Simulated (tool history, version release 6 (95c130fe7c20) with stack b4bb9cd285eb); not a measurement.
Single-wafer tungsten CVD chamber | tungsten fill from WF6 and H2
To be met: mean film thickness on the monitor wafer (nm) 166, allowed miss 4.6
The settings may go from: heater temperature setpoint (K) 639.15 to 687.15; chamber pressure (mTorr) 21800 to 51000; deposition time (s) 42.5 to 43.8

run,day,heater temperature setpoint (K),chamber pressure (mTorr),deposition time (s),mean film thickness on the monitor wafer (nm)
1,0,663.15,36400,42.5,114.64
2,0.183,667.15,36400,42.5,122.77
3,0.367,658.15,36400,42.5,102.5
4,0.667,654.15,36400,42.5,94.192
5,0.817,647.15,36400,42.5,81.924
6,0.942,640.15,36400,42.5,70.224
7,1.179,651.15,37000,42.5,89.868
8,1.408,651.15,37000,42.5,89.5
9,1.55,659.15,37400,42.5,106.36
10,1.838,665.15,37700,42.5,120.08
11,2.104,677.15,38800,42.6,152.13
12,2.25,678.15,38900,42.6,155.82

4 next moves are on the table. One of them brings every result within its allowed miss. Which?
A,2.396,679.15,40100,43.6,?
B,2.396,674.15,39400,42.5,?
C,2.396,679.15,38200,43,?
D,2.396,678.15,41000,42.5,?

move,mean film thickness on the monitor wafer (nm)
A,164.54
B,145.39
C,158.98
D,158.99
A: meets every target
B: further off than the last run
C: nearer than the last run, and not there yet
D: nearer than the last run, and not there yet
Answer: A

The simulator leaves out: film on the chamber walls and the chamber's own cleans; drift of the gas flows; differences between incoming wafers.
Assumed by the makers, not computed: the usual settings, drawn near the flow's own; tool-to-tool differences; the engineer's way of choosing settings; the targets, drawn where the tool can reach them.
